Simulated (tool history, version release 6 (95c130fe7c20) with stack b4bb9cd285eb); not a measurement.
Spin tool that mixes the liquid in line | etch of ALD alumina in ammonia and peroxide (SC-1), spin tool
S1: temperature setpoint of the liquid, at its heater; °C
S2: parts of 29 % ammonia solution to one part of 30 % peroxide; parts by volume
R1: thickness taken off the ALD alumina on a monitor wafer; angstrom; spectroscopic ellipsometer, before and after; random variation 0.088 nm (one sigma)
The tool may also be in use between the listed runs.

Run 1, hour 0: S1 53 °C, S2 0.95 parts by volume, time under the liquid (s) 270. Result: R1 96.762 angstrom.
Run 2, hour 2.7: S1 53 °C, S2 0.7 parts by volume, time under the liquid (s) 270. Result: R1 93.574 angstrom.
Run 3, hour 5.4: S1 53 °C, S2 0.7 parts by volume, time under the liquid (s) 290. Result: R1 100.61 angstrom.
Run 4, hour 11.2: S1 53.5 °C, S2 0.7 parts by volume, time under the liquid (s) 290. Result: R1 105.67 angstrom.
Run 5, hour 13.3: S1 50.5 °C, S2 0.7 parts by volume, time under the liquid (s) 290. Result: R1 88.986 angstrom.
Run 6, hour 15.9: S1 50.5 °C, S2 0.5 parts by volume, time under the liquid (s) 290. Result: R1 85.772 angstrom.

The next listed run, before its measurement:
Run 7, hour 24.6: S1 51.5 °C, S2 0.5 parts by volume, time under the liquid (s) 290. Result: R1 ?.

{"run 7": {"R1": 89.209}}
